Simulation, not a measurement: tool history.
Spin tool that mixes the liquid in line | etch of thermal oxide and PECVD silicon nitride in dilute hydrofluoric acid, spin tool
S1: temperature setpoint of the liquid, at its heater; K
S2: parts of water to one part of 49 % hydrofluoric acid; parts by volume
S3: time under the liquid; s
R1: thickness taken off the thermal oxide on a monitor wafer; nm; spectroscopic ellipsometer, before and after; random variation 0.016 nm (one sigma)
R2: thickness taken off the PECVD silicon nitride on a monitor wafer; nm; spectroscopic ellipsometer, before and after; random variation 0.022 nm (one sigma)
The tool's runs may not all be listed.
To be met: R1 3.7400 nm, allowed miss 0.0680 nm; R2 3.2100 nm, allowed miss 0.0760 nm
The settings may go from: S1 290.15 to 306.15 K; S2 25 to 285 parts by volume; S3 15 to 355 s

run  hour      S1   S2   S3       R1      R2
  1   0.0  298.15  155  180   5.9543  4.5993
  2   5.5  298.15  155  235   7.7664  5.9864
  3  11.2  298.15  120  235  10.3500  7.6786
  4  19.5  298.15  165  235   7.1818  5.6296
  5  21.9  298.15  165  285   8.7515  6.7659
  6  24.3  298.15  135  285  11.0820  8.3306
  7  26.0  297.15  200  305   7.1292  5.6565
  8  29.9  296.65  220  310   6.3136  5.0917

4 next moves are on the table. One of them brings every result within its allowed miss. Which?
  A  33.8  302.15  275  215   ?   ?
  B  33.8  293.15  130  300   ?   ?
  C  33.8  296.65  285  255   ?   ?
  D  33.8  297.15  130  355   ?   ?

move       R1       R2
   A   4.0075   3.9488
   B   9.9500   6.5752
   C   3.7607   3.2469
   D  13.7910  10.1380
A: nearer than the last run, and not there yet
B: further off than the last run
C: meets every target
D: further off than the last run
The right move is C.

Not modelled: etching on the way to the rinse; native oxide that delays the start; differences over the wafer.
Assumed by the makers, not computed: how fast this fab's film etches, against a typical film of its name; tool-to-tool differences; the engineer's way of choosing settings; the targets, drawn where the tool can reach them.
